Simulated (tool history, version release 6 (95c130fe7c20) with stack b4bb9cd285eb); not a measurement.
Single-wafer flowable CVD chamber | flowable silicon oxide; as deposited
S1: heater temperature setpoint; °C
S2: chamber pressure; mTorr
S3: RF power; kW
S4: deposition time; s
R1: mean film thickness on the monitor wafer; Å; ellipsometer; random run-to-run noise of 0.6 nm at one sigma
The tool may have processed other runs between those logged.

{"run": 1, "hour": 0.0, "S1": 105, "S2": 662, "S3": 1.83, "S4": 413, "R1": 1369.6}
{"run": 2, "hour": 6.1, "S1": 100, "S2": 662, "S3": 1.83, "S4": 413, "R1": 1589.5}
{"run": 3, "hour": 11.5, "S1": 100, "S2": 662, "S3": 2.075, "S4": 413, "R1": 1614.9}
{"run": 4, "hour": 18.8, "S1": 110, "S2": 662, "S3": 2.075, "S4": 413, "R1": 1221.7}
{"run": 5, "hour": 26.6, "S1": 108, "S2": 663, "S3": 2.075, "S4": 413, "R1": 1293}
{"run": 6, "hour": 27.7, "S1": 114, "S2": 663, "S3": 2.075, "S4": 413, "R1": 1098.3}

Run 7, settings as shown, results not yet in. Your forecast:
{"run": 7, "hour": 28.3, "S1": 111, "S2": 664, "S3": 2.075, "S4": 413, "R1": "?"}

Logged for run 7: R1 1183 Å.

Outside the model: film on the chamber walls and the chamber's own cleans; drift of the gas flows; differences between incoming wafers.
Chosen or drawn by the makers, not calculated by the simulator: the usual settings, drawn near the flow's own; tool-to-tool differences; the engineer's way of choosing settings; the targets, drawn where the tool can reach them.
